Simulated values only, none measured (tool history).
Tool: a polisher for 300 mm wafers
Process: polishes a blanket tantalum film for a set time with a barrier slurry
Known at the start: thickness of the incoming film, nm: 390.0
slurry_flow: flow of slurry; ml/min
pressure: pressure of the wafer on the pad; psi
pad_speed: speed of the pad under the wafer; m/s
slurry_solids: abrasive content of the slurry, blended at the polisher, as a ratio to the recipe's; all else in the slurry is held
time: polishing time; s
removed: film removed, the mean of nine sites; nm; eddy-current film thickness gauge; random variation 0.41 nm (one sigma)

run  hour  slurry_flow  pressure  pad_speed  slurry_solids  time  removed
  1   0.0          175       2.0       1.18            1.0    43  104.120
  2   4.4          165       1.7       1.18            1.0    43   87.556
  3   7.7          155       1.6       1.18            1.0    43   81.173
  4  11.0          145       1.5       1.18            1.0    43   76.794
  5  13.0          135       1.4       1.18            1.0    43   71.944
  6  16.9          130       1.4       1.18            1.0    43   71.237
  7  19.8          125       1.4       1.18            1.0    43   70.494
  8  26.2          120       1.4       1.18            1.0    43   68.976
  9  29.1          115       1.4       1.18            1.0    43   69.402
 10  34.9          110       1.4       1.18            1.0    43   69.175
 11  35.7          105       1.3       1.18            1.0    43   63.572

The next listed run, before its measurement:
 12  41.5          110       1.3       1.18            1.0    43        ?

removed: 64.555 nm
